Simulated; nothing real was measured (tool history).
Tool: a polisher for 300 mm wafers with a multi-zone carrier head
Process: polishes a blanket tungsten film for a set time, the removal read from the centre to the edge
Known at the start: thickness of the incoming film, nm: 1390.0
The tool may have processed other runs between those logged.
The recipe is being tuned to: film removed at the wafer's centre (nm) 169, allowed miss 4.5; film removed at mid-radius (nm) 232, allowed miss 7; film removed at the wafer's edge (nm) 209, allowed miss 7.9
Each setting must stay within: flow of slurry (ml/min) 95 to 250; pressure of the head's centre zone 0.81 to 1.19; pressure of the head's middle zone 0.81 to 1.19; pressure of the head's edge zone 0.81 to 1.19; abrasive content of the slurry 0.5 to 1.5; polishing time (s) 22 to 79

run	hour	flow of slurry (ml/min)	pressure of the head's centre zone	pressure of the head's middle zone	pressure of the head's edge zone	abrasive content of the slurry	polishing time (s)	film removed at the wafer's centre (nm)	film removed at mid-radius (nm)	film removed at the wafer's edge (nm)
1	0	160	1	1	1	1	50	297.86	305.88	294.19
2	3.2	125	1	1	1	1	50	280.26	288.36	280.34
3	5.3	125	1	0.94	1	1	50	280.53	278.63	281.03
4	14.2	125	1	1.01	1	1	50	282.67	293.67	282.31
5	22.6	125	1	1.01	1	1.15	50	287.39	306.49	295.21
6	26.3	120	0.96	1.04	1.01	1.05	47	252.36	284.33	270.13
7	33.1	115	0.93	1.06	1.01	0.95	46	231.52	273.23	251.03
8	38.5	110	0.9	1.07	1.03	0.85	45	210.55	260.25	245.88
9	46.7	105	0.88	1.08	1.02	0.75	45	200.66	253.7	236.1
10	52.2	105	0.87	1.09	1.01	0.7	45	193.5	255.71	235.59
11	56.8	105	0.86	1.08	0.98	0.65	45	191.42	247.12	227.3
12	62.5	105	0.85	1.08	0.97	0.6	45	185.67	239.12	217.84
13	66.3	105	0.84	1.09	0.97	0.6	45	185.01	243.16	220.82
14	66.9	105	0.83	1.09	0.97	0.6	45	179.69	245.71	218.78

Exercise: of the 5 proposed moves below, exactly one satisfies all targets within the stated allowed misses. Which move is it?
A	67.5	95	0.81	1.01	1.06	0.6	47	?	?	?
B	67.5	115	0.81	1.07	0.94	0.6	42	?	?	?
C	67.5	95	0.85	1.02	1.01	0.5	44	?	?	?
D	67.5	150	0.9	1.06	0.91	0.65	38	?	?	?
E	67.5	95	0.84	1.12	0.99	0.55	47	?	?	?

move	film removed at the wafer's centre (nm)	film removed at mid-radius (nm)	film removed at the wafer's edge (nm)
A	178.42	236.1	238.66
B	167.96	230.61	209.46
C	169.67	215.43	212
D	182.76	222.16	197.47
E	182.28	251.53	228.28
A: the biggest miss grows against the last run
B: every result lands within tolerance
C: gets the furthest-off result to its target, but another result is out of tolerance
D: the biggest miss grows against the last run
E: the biggest miss grows against the last run
B meets every target.
